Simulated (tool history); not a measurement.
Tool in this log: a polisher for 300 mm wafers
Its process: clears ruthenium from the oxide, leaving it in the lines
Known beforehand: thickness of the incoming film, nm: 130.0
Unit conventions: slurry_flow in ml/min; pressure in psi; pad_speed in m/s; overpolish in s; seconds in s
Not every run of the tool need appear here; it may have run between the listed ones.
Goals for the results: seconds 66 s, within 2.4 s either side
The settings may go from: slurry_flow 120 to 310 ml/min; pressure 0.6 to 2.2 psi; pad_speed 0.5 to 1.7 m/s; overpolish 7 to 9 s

{"run": 1, "hour": 0.0, "slurry_flow": 200, "pressure": 1.4, "pad_speed": 1.1, "overpolish": 9, "seconds": 106.77}
{"run": 2, "hour": 3.8, "slurry_flow": 200, "pressure": 1.4, "pad_speed": 1.1, "overpolish": 7, "seconds": 107.96}
{"run": 3, "hour": 8.5, "slurry_flow": 200, "pressure": 1.5, "pad_speed": 1.1, "overpolish": 7, "seconds": 101.82}
{"run": 4, "hour": 13.1, "slurry_flow": 200, "pressure": 1.5, "pad_speed": 0.96, "overpolish": 7, "seconds": 114.78}
{"run": 5, "hour": 15.8, "slurry_flow": 200, "pressure": 1.6, "pad_speed": 0.98, "overpolish": 7, "seconds": 104.81}
{"run": 6, "hour": 23.7, "slurry_flow": 200, "pressure": 1.6, "pad_speed": 0.86, "overpolish": 7, "seconds": 120.42}
{"run": 7, "hour": 26.7, "slurry_flow": 200, "pressure": 1.7, "pad_speed": 0.88, "overpolish": 7, "seconds": 112.92}
{"run": 8, "hour": 30.7, "slurry_flow": 200, "pressure": 1.8, "pad_speed": 0.92, "overpolish": 7, "seconds": 98.423}
{"run": 9, "hour": 33.7, "slurry_flow": 210, "pressure": 2.2, "pad_speed": 1, "overpolish": 7, "seconds": 74.673}
{"run": 10, "hour": 42.6, "slurry_flow": 210, "pressure": 2.2, "pad_speed": 1, "overpolish": 7, "seconds": 74.699}
{"run": 11, "hour": 44.8, "slurry_flow": 210, "pressure": 2.2, "pad_speed": 1.02, "overpolish": 7, "seconds": 74.747}
{"run": 12, "hour": 48.1, "slurry_flow": 210, "pressure": 2.2, "pad_speed": 1.04, "overpolish": 7, "seconds": 71.829}
{"run": 13, "hour": 53.6, "slurry_flow": 210, "pressure": 2.2, "pad_speed": 1.04, "overpolish": 7, "seconds": 72.867}
{"hour": 56.2, "done": "head pressure recalibrated"}
{"run": 14, "hour": 56.2, "slurry_flow": 210, "pressure": 2.2, "pad_speed": 1.06, "overpolish": 7, "seconds": 75.967}
{"run": 15, "hour": 58.9, "slurry_flow": 210, "pressure": 2.2, "pad_speed": 1.1, "overpolish": 7, "seconds": 72.46}
{"run": 16, "hour": 61.4, "slurry_flow": 210, "pressure": 2.2, "pad_speed": 1.12, "overpolish": 7, "seconds": 73.007}
{"run": 17, "hour": 65.7, "slurry_flow": 215, "pressure": 2.2, "pad_speed": 1.14, "overpolish": 7, "seconds": 70.211}
{"run": 18, "hour": 72.7, "slurry_flow": 215, "pressure": 2.2, "pad_speed": 1.16, "overpolish": 7, "seconds": 69.331}

Pick the move, out of 4, that brings all results within their allowed miss; only one does.
{"run": "A", "hour": 79.7, "slurry_flow": 215, "pressure": 2.2, "pad_speed": 1.14, "overpolish": 9, "seconds": "?"}
{"run": "B", "hour": 79.7, "slurry_flow": 175, "pressure": 2.2, "pad_speed": 1.24, "overpolish": 9, "seconds": "?"}
{"run": "C", "hour": 79.7, "slurry_flow": 255, "pressure": 2.1, "pad_speed": 1.18, "overpolish": 7, "seconds": "?"}
{"run": "D", "hour": 79.7, "slurry_flow": 275, "pressure": 1.6, "pad_speed": 1.5, "overpolish": 7, "seconds": "?"}

move=A seconds=69.677
move=B seconds=66.367
move=C seconds=69.14
move=D seconds=71.187
A: misses by more than the last run did
B: each result inside its tolerance
C: nearer the targets than the last run, but a result is still out of spec
D: misses by more than the last run did
Correct choice: B, which meets every target
